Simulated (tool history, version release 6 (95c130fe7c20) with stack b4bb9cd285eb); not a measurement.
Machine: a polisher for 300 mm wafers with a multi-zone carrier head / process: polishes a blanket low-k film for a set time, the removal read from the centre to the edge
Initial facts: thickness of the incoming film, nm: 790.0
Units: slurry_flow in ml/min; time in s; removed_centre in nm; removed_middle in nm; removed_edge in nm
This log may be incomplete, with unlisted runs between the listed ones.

{"run": 1, "hour": 0.0, "slurry_flow": 240, "centre_zone": 1, "middle_zone": 1, "edge_zone": 1, "slurry_solids": 1, "time": 36, "removed_centre": 19.373, "removed_middle": 19.703, "removed_edge": 19.823}
{"run": 2, "hour": 5.2, "slurry_flow": 240, "centre_zone": 1, "middle_zone": 1.04, "edge_zone": 1, "slurry_solids": 1, "time": 36, "removed_centre": 19.203, "removed_middle": 19.949, "removed_edge": 20.075}
{"run": 3, "hour": 10.8, "slurry_flow": 220, "centre_zone": 0.94, "middle_zone": 1, "edge_zone": 1.02, "slurry_solids": 0.85, "time": 30, "removed_centre": 13.114, "removed_middle": 14.424, "removed_edge": 14.786}
{"run": 4, "hour": 13.7, "slurry_flow": 205, "centre_zone": 0.9, "middle_zone": 0.95, "edge_zone": 1.01, "slurry_solids": 0.75, "time": 29, "removed_centre": 10.826, "removed_middle": 11.695, "removed_edge": 12.403}
{"run": 5, "hour": 20.6, "slurry_flow": 205, "centre_zone": 0.9, "middle_zone": 0.95, "edge_zone": 1.06, "slurry_solids": 0.75, "time": 29, "removed_centre": 10.694, "removed_middle": 11.75, "removed_edge": 12.782}
{"run": 6, "hour": 22.3, "slurry_flow": 190, "centre_zone": 0.87, "middle_zone": 0.94, "edge_zone": 1.05, "slurry_solids": 0.7, "time": 29, "removed_centre": 9.6418, "removed_middle": 10.793, "removed_edge": 11.793}
{"run": 7, "hour": 23.8, "slurry_flow": 180, "centre_zone": 0.85, "middle_zone": 0.93, "edge_zone": 1.04, "slurry_solids": 0.65, "time": 29, "removed_centre": 8.7001, "removed_middle": 9.7239, "removed_edge": 10.777}
{"run": 8, "hour": 26.4, "slurry_flow": 170, "centre_zone": 0.84, "middle_zone": 0.93, "edge_zone": 1.03, "slurry_solids": 0.65, "time": 29, "removed_centre": 8.4725, "removed_middle": 9.6793, "removed_edge": 10.651}
{"run": 9, "hour": 27.1, "slurry_flow": 165, "centre_zone": 0.83, "middle_zone": 0.92, "edge_zone": 1.01, "slurry_solids": 0.65, "time": 29, "removed_centre": 8.3452, "removed_middle": 9.5746, "removed_edge": 10.423}
{"run": 10, "hour": 33.3, "slurry_flow": 165, "centre_zone": 0.83, "middle_zone": 0.92, "edge_zone": 1.01, "slurry_solids": 0.65, "time": 29, "removed_centre": 8.4904, "removed_middle": 9.7591, "removed_edge": 10.473}
{"run": 11, "hour": 34.2, "slurry_flow": 155, "centre_zone": 0.81, "middle_zone": 0.89, "edge_zone": 1.01, "slurry_solids": 0.5, "time": 29, "removed_centre": 5.2361, "removed_middle": 6.0117, "removed_edge": 6.7389}
{"run": 12, "hour": 40.0, "slurry_flow": 155, "centre_zone": 0.85, "middle_zone": 0.94, "edge_zone": 1.06, "slurry_solids": 0.5, "time": 28, "removed_centre": 5.2156, "removed_middle": 6.0525, "removed_edge": 6.5584}
{"run": 13, "hour": 45.3, "slurry_flow": 155, "centre_zone": 0.85, "middle_zone": 0.94, "edge_zone": 1.06, "slurry_solids": 0.5, "time": 28, "removed_centre": 5.4035, "removed_middle": 6.1125, "removed_edge": 6.6835}

Run 14, settings as shown, results not yet in. Your forecast:
{"run": 14, "hour": 50.8, "slurry_flow": 220, "centre_zone": 0.85, "middle_zone": 0.94, "edge_zone": 1.05, "slurry_solids": 0.5, "time": 28, "removed_centre": "?", "removed_middle": "?", "removed_edge": "?"}

Run 14 produced removed_centre 5.4693 nm, removed_middle 6.1927 nm, removed_edge 6.6592 nm.
